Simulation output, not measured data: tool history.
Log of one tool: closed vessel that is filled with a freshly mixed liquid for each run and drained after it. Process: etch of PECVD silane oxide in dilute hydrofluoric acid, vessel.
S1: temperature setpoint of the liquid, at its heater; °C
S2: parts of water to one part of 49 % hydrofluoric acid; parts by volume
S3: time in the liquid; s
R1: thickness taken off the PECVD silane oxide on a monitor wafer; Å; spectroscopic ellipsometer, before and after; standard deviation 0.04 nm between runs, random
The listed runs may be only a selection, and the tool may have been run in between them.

run  hour    S1  S2  S3      R1
  1     0    21  95  35  43.229
  2   3.7  22.5  90  35  48.575
  3  11.2  23.5  85  35  53.651
  4  16.7  26.5  85  35  60.796
  5  24.2    27  80  35  66.386
  6  29.1    29  80  35  72.116
  7  33.7    29  75  35  76.519

Run 8, settings as shown, results not yet in. Your forecast:
  8  36.7  29  70  35   ?

{"run 8": {"R1": 82.807}}
